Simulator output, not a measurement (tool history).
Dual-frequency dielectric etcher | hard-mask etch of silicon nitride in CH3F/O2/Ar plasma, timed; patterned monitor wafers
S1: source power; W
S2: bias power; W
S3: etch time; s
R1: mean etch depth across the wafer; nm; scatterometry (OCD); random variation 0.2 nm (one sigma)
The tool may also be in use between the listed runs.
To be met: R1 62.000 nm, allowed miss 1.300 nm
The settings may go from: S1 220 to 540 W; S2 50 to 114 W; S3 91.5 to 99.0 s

run  hour   S1  S2    S3      R1
  1   0.0  380  82  99.0  74.800
  2   1.4  360  80  99.0  72.564
  3   7.2  360  80  99.0  71.914
  4  13.1  360  70  99.0  69.335
  5  17.8  350  69  99.0  67.771
  6  23.5  340  69  99.0  66.779
  7  30.0  330  69  99.0  65.652
  8  35.5  320  69  99.0  64.436

Which of these 5 next moves meets every target?
  A  41.0  320  81  96.5   ?
  B  41.0  310  79  99.0   ?
  C  41.0  340  66  93.0   ?
  D  41.0  350  77  99.0   ?
  E  41.0  330  70  97.5   ?

move      R1
   A  65.553
   B  65.507
   C  61.666
   D  69.742
   E  64.608
A: further off than the last run
B: further off than the last run
C: meets every target
D: further off than the last run
E: further off than the last run
The right move is C.

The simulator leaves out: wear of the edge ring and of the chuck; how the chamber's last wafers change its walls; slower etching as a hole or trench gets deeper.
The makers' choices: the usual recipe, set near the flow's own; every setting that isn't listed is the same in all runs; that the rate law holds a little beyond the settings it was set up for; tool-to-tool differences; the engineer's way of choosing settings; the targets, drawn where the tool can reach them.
